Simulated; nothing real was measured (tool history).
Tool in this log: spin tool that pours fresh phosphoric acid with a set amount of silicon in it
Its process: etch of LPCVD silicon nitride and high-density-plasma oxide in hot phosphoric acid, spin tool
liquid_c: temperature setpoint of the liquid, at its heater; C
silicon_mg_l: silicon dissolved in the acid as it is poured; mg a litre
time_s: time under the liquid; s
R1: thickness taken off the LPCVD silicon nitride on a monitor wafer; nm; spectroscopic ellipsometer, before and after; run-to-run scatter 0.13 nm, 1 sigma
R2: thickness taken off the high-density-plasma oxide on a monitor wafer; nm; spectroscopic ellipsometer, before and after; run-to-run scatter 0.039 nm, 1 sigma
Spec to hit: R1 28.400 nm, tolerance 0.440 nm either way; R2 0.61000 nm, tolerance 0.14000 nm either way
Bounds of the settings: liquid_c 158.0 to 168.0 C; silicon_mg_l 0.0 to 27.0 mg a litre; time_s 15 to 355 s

Run 1, day 0.000: liquid_c 163.0 C, silicon_mg_l 12.0 mg a litre, time_s 180 s. Result: R1 18.253 nm, R2 0.53749 nm.
Run 2, day 0.171: liquid_c 162.0 C, silicon_mg_l 12.0 mg a litre, time_s 180 s. Result: R1 17.915 nm, R2 0.46043 nm.
Run 3, day 0.321: liquid_c 162.0 C, silicon_mg_l 12.0 mg a litre, time_s 120 s. Result: R1 12.017 nm, R2 0.30068 nm.
Run 4, day 0.621: liquid_c 162.0 C, silicon_mg_l 12.0 mg a litre, time_s 175 s. Result: R1 17.399 nm, R2 0.45058 nm.
Run 5, day 0.912: liquid_c 160.0 C, silicon_mg_l 12.0 mg a litre, time_s 175 s. Result: R1 16.210 nm, R2 0.41431 nm.
Run 6, day 1.092: liquid_c 160.0 C, silicon_mg_l 6.5 mg a litre, time_s 175 s. Result: R1 16.228 nm, R2 0.45835 nm.
Run 7, day 1.229: liquid_c 162.5 C, silicon_mg_l 13.5 mg a litre, time_s 195 s. Result: R1 19.671 nm, R2 0.51982 nm.
Run 8, day 1.300: liquid_c 165.0 C, silicon_mg_l 21.0 mg a litre, time_s 245 s. Result: R1 26.882 nm, R2 0.62420 nm.
Run 9, day 1.579: liquid_c 165.5 C, silicon_mg_l 22.5 mg a litre, time_s 245 s. Result: R1 27.083 nm, R2 0.61177 nm.
Run 10, day 1.638: liquid_c 166.0 C, silicon_mg_l 23.5 mg a litre, time_s 245 s. Result: R1 27.786 nm, R2 0.60505 nm.
Run 11, day 1.908: liquid_c 166.0 C, silicon_mg_l 24.0 mg a litre, time_s 245 s. Result: R1 27.680 nm, R2 0.65247 nm.
Run 12, day 2.042: liquid_c 166.0 C, silicon_mg_l 25.0 mg a litre, time_s 245 s. Result: R1 27.637 nm, R2 0.61071 nm.
Run 13, day 2.129: liquid_c 166.0 C, silicon_mg_l 25.5 mg a litre, time_s 245 s. Result: R1 27.756 nm, R2 0.57658 nm.

Consider the 5 candidate settings below. Which is the only one whose results all fall within their allowed miss of target?
Run A, day 2.217: liquid_c 162.0 C, silicon_mg_l 26.5 mg a litre, time_s 265 s. Result: R1 ?, R2 ?.
Run B, day 2.217: liquid_c 165.0 C, silicon_mg_l 25.0 mg a litre, time_s 270 s. Result: R1 ?, R2 ?.
Run C, day 2.217: liquid_c 167.5 C, silicon_mg_l 26.5 mg a litre, time_s 240 s. Result: R1 ?, R2 ?.
Run D, day 2.217: liquid_c 166.5 C, silicon_mg_l 27.0 mg a litre, time_s 235 s. Result: R1 ?, R2 ?.
Run E, day 2.217: liquid_c 167.0 C, silicon_mg_l 18.0 mg a litre, time_s 230 s. Result: R1 ?, R2 ?.

move      R1       R2
   A  26.140  0.46151
   B  29.409  0.61599
   C  28.364  0.62277
   D  26.884  0.55761
   E  26.744  0.74754
A: misses by more than the last run did
B: the result that was furthest off in the last run now lies on the other side of its target
C: in spec on every target
D: misses by more than the last run did
E: misses by more than the last run did
C meets every target.
